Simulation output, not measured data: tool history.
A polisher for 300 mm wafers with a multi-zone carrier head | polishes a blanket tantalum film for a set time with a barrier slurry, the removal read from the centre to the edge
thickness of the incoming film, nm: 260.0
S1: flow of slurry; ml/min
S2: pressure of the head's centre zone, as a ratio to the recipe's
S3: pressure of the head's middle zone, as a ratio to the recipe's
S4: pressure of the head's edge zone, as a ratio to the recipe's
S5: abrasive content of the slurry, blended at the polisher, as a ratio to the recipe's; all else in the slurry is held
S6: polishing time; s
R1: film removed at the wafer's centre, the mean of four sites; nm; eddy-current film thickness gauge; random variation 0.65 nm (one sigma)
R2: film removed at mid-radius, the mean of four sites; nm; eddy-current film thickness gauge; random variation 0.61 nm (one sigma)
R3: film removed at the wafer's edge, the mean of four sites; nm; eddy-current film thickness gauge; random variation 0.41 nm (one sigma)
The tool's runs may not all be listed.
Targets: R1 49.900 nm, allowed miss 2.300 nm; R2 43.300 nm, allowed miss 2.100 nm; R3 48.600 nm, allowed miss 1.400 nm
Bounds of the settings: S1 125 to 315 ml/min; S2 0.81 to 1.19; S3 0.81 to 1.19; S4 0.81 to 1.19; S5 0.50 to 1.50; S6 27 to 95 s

run,hour,S1,S2,S3,S4,S5,S6,R1,R2,R3
1,0.0,205,1.00,1.00,1.00,1.00,61,74.787,74.235,77.471
2,1.5,205,1.00,1.00,1.00,1.20,61,78.977,75.686,80.501
3,5.9,200,1.01,0.97,0.98,1.10,57,73.975,69.320,72.094
4,9.1,195,1.01,0.94,0.99,1.00,54,65.445,61.749,66.857
5,12.4,195,1.01,0.87,0.99,1.00,54,66.933,57.943,67.083
6,17.9,190,1.01,0.86,0.98,0.90,52,61.283,53.347,63.163
7,22.4,190,1.02,0.86,0.96,0.85,51,60.740,51.217,59.605
8,23.1,185,1.01,0.86,0.94,0.80,51,58.984,49.895,57.939
9,23.8,180,1.00,0.86,0.92,0.75,51,56.616,48.719,56.287
10,28.1,175,1.00,0.86,0.90,0.70,51,54.295,49.269,53.641
11,30.8,175,1.00,0.85,0.90,0.65,51,53.829,45.760,52.699
12,36.1,170,1.00,0.85,0.89,0.65,51,53.148,45.837,51.513
13,38.6,165,1.00,0.85,0.89,0.65,51,51.864,44.687,50.864
14,43.4,160,1.00,0.85,0.89,0.65,51,51.811,45.308,52.225
15,46.7,160,1.00,0.85,0.89,0.65,51,52.564,45.790,51.489
# hour 48.1: slurry nozzle cleaned
16,48.1,155,1.00,0.85,0.88,0.65,51,55.463,47.208,53.129
17,56.5,165,1.00,0.85,0.88,0.65,51,56.610,48.554,53.980
18,61.2,165,1.01,0.86,0.89,0.65,51,56.757,48.841,53.711
19,64.9,165,1.00,0.85,0.88,0.65,51,57.743,47.461,52.694
20,66.4,145,0.90,0.84,0.86,0.50,51,43.724,42.263,47.346
21,74.8,150,0.91,0.84,0.86,0.50,51,45.276,42.802,46.849

Which of these 4 next moves meets every target?
A,83.2,165,1.01,0.91,0.84,0.50,53,?,?,?
B,83.2,140,0.86,0.82,0.90,0.50,52,?,?,?
C,83.2,170,0.98,0.90,0.81,0.50,47,?,?,?
D,83.2,125,0.97,0.82,0.81,0.60,51,?,?,?

move,R1,R2,R3
A,51.899,47.757,50.008
B,41.924,41.845,49.666
C,44.880,42.169,43.799
D,48.633,43.102,49.131
A: brings the result that was furthest off to its target, and leaves another outside
B: further off than the last run
C: further off than the last run
D: meets every target
Answer: D

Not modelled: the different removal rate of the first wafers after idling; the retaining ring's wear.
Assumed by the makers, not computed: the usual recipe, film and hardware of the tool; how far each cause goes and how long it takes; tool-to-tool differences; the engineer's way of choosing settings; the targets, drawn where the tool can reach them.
